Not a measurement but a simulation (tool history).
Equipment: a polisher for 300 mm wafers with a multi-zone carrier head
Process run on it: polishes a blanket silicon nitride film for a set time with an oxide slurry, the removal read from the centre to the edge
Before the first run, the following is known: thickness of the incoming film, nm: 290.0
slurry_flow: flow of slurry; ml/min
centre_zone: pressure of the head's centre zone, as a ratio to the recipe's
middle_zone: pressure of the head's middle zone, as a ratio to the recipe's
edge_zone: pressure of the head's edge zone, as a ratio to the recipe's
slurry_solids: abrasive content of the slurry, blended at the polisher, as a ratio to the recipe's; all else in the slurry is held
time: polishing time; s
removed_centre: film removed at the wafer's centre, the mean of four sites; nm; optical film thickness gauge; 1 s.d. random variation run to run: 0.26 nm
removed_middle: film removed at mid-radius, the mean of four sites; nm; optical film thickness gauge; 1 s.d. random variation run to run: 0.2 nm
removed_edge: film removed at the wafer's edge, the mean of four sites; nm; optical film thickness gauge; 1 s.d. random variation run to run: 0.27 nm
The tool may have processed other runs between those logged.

run	hour	slurry_flow	centre_zone	middle_zone	edge_zone	slurry_solids	time	removed_centre	removed_middle	removed_edge
1	0	225	1	1	1	1	87	35.948	35.822	35.547
2	3.1	225	1	1	0.93	1	87	35.856	36.297	34.437
3	3.8	225	1	1	0.93	1	73	30.353	30.238	29.223
4	7.6	225	1	1	0.93	1.15	73	31.948	31.979	30.996
5	9.1	220	0.97	1.01	0.9	0.95	68	26.315	27.935	26.863
6	12.8	220	0.97	1.01	0.9	0.95	87	34.056	35.617	33.62
7	20.1	225	0.97	1.03	0.88	0.8	77	28.854	29.927	27.596

Run 8 has not been measured yet. What should we expect?
8	27.7	225	0.95	1.05	0.87	0.7	71	?	?	?

removed_centre: 23.909 nm
removed_middle: 26.99 nm
removed_edge: 24.365 nm
